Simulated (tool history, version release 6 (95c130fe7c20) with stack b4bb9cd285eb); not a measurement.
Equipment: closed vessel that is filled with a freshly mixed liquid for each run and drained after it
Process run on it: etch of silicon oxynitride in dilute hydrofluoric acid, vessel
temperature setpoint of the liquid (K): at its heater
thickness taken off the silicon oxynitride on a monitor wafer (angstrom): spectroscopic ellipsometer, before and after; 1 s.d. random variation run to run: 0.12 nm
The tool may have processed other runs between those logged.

run	hour	temperature setpoint of the liquid (K)	parts of water to one part of 49 % hydrofluoric acid (parts by volume)	time in the liquid (s)	thickness taken off the silicon oxynitride on a monitor wafer (angstrom)
1	0	296.15	145	700	74.84
2	3.5	296.15	145	495	53.221
3	10	298.15	130	495	65.171
4	17.6	298.15	130	700	90.909
5	24.6	298.15	130	700	92.547
6	27	298.15	130	700	94.371
7	29.9	299.15	130	700	96.837
8	32.8	300.15	130	700	103.73

Run 9 comes next. What will it give?
9	40.2	300.65	130	700	?

thickness taken off the silicon oxynitride on a monitor wafer (angstrom): 104.31
